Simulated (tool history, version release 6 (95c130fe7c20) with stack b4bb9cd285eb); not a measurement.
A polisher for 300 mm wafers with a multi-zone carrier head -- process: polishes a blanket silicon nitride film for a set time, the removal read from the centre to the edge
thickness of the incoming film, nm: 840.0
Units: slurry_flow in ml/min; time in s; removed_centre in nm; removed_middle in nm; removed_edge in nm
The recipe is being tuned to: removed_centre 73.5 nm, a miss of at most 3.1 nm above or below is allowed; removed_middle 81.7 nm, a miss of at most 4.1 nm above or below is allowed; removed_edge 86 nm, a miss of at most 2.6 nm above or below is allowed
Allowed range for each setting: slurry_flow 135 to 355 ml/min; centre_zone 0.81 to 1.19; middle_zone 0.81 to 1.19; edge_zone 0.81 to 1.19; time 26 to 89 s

run 1 hour=0 | slurry_flow=225 centre_zone=1 middle_zone=1 edge_zone=1 time=57 | removed_centre=171.07 removed_middle=173.16 removed_edge=164.06
run 2 hour=1.9 | slurry_flow=225 centre_zone=1 middle_zone=1 edge_zone=0.96 time=57 | removed_centre=171.29 removed_middle=176.74 removed_edge=164.67
run 3 hour=5.1 | slurry_flow=205 centre_zone=0.96 middle_zone=0.96 edge_zone=0.94 time=51 | removed_centre=142.27 removed_middle=147.33 removed_edge=143.74
run 4 hour=12.2 | slurry_flow=205 centre_zone=0.96 middle_zone=0.96 edge_zone=0.94 time=42 | removed_centre=117.32 removed_middle=119.05 removed_edge=118.81
run 5 hour=17.1 | slurry_flow=205 centre_zone=0.96 middle_zone=0.96 edge_zone=1.02 time=42 | removed_centre=116.48 removed_middle=121.76 removed_edge=122.03
run 6 hour=22 | slurry_flow=205 centre_zone=0.93 middle_zone=0.96 edge_zone=1.02 time=42 | removed_centre=114.94 removed_middle=125.96 removed_edge=121.46
run 7 hour=28.2 | slurry_flow=140 centre_zone=0.83 middle_zone=0.86 edge_zone=0.97 time=26 | removed_centre=57.623 removed_middle=63.507 removed_edge=71.169
run 8 hour=36.2 | slurry_flow=165 centre_zone=0.83 middle_zone=0.87 edge_zone=0.98 time=26 | removed_centre=60.977 removed_middle=64.558 removed_edge=73.622
run 9 hour=39.3 | slurry_flow=230 centre_zone=0.82 middle_zone=0.97 edge_zone=1.06 time=29 | removed_centre=71.34 removed_middle=86.262 removed_edge=86.052
run 10 hour=48.3 | slurry_flow=230 centre_zone=0.82 middle_zone=0.97 edge_zone=1.06 time=29 | removed_centre=69.929 removed_middle=87.903 removed_edge=85.881

5 next moves are on the table. One of them brings every result within its allowed miss. Which?
run A hour=57.3 | slurry_flow=270 centre_zone=0.84 middle_zone=0.9 edge_zone=1.01 time=29 | removed_centre=? removed_middle=? removed_edge=?
run B hour=57.3 | slurry_flow=290 centre_zone=0.88 middle_zone=1.12 edge_zone=1 time=27 | removed_centre=? removed_middle=? removed_edge=?
run C hour=57.3 | slurry_flow=225 centre_zone=0.86 middle_zone=0.82 edge_zone=1.05 time=29 | removed_centre=? removed_middle=? removed_edge=?
run D hour=57.3 | slurry_flow=220 centre_zone=0.9 middle_zone=0.98 edge_zone=1.04 time=31 | removed_centre=? removed_middle=? removed_edge=?
run E hour=57.3 | slurry_flow=275 centre_zone=0.92 middle_zone=0.9 edge_zone=1.01 time=29 | removed_centre=? removed_middle=? removed_edge=?

move=A removed_centre=74.115 removed_middle=82.517 removed_edge=86.943
move=B removed_centre=73.058 removed_middle=93.113 removed_edge=80.847
move=C removed_centre=73.953 removed_middle=74.696 removed_edge=86.993
move=D removed_centre=82.566 removed_middle=92.255 removed_edge=92.19
move=E removed_centre=81.424 removed_middle=82.651 removed_edge=87.08
A: all results land within tolerance of their targets
B: further off than the last run
C: takes the result that was furthest off past its target
D: further off than the last run
E: brings the last run's worst result on target, with another outside its allowed miss
Answer: A

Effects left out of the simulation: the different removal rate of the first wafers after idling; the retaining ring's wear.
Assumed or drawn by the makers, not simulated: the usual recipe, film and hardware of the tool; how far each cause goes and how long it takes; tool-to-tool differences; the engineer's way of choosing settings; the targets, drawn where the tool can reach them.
